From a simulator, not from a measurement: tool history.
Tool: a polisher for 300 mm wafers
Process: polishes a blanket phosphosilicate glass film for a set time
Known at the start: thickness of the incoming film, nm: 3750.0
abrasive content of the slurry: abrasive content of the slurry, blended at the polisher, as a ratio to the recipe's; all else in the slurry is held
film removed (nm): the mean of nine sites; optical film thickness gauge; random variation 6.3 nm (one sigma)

run    day  flow of slurry (ml/min)  pressure of the wafer on the pad (kPa)  speed of the pad under the wafer (cm/s)  abrasive content of the slurry  polishing time (s)  film removed (nm)
  1      0                      270                                    24.8                                       84                               1                 105             933.58
  2  0.338                      270                                    24.8                                       84                               1                 111             995.46
  3  0.375                      270                                    24.8                                       84                               1                 105             924.88
  4  0.554                      270                                      29                                       84                               1                 105             1034.8
  5  0.733                      270                                      29                                       64                               1                 105             843.13
  6  0.892                      270                                      29                                       64                             0.9                 105             799.08
  7  1.096                      270                                    25.5                                       62                             0.9                 105              703.1
  8  1.138                      270                                    22.8                                       60                             0.9                 105             634.37
  9  1.188                      270                                    20.7                                       58                             0.9                 105             575.97

The next listed run, before its measurement:
 10  1.288                      270                                    19.3                                       58                             0.9                 105                  ?

Run 10 gave film removed (nm) 546.03.
